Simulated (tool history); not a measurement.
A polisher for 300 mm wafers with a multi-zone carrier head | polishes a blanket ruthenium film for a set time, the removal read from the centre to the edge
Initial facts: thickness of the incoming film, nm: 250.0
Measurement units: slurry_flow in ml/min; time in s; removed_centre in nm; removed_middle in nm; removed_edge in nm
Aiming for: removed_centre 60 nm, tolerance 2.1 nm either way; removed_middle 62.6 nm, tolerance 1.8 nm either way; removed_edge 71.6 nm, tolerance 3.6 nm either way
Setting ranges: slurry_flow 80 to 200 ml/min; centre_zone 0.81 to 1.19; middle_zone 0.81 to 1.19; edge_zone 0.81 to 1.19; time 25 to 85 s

run,hour,slurry_flow,centre_zone,middle_zone,edge_zone,time,removed_centre,removed_middle,removed_edge
1,0,130,1,1,1,55,74.038,70.903,75.626
2,8.2,130,0.94,1,1,55,70.633,71.425,73.768
3,11.2,125,0.93,0.99,1.02,55,68.527,70.243,74.49
4,15.3,120,0.92,0.98,1.02,55,66.796,68.485,75.286
5,17.4,120,0.99,0.98,1.02,55,71.88,67.793,74.781
6,18.6,115,0.98,0.98,1.02,55,69.385,68.09,73.575
7,23.3,80,0.91,0.91,1.07,55,56.198,55.703,68.816
8,23.9,85,0.91,0.92,1.07,55,57.702,56.697,69.424
9,29.1,90,0.91,0.93,1.07,55,58.716,59.982,71.375

Pick the move, out of 5, that brings all results within their allowed miss; only one does.
A,34.3,80,0.88,0.96,1.13,57,?,?,?
B,34.3,110,0.97,0.95,1.06,53,?,?,?
C,34.3,85,0.92,0.9,1.06,57,?,?,?
D,34.3,90,0.89,0.95,1.03,56,?,?,?
E,34.3,80,0.94,0.91,1.15,61,?,?,?

move,removed_centre,removed_middle,removed_edge
A,56.189,60.949,74.324
B,65.728,62.851,72.197
C,60.492,59.205,73.288
D,58.99,62.206,72.007
E,64.245,62.355,80.282
A: puts the biggest miss on target and leaves a different result outside tolerance
B: puts the biggest miss on target and leaves a different result outside tolerance
C: lands further from the targets than the last run did
D: each result inside its tolerance
E: puts the biggest miss on target and leaves a different result outside tolerance
The move that meets every target is D.

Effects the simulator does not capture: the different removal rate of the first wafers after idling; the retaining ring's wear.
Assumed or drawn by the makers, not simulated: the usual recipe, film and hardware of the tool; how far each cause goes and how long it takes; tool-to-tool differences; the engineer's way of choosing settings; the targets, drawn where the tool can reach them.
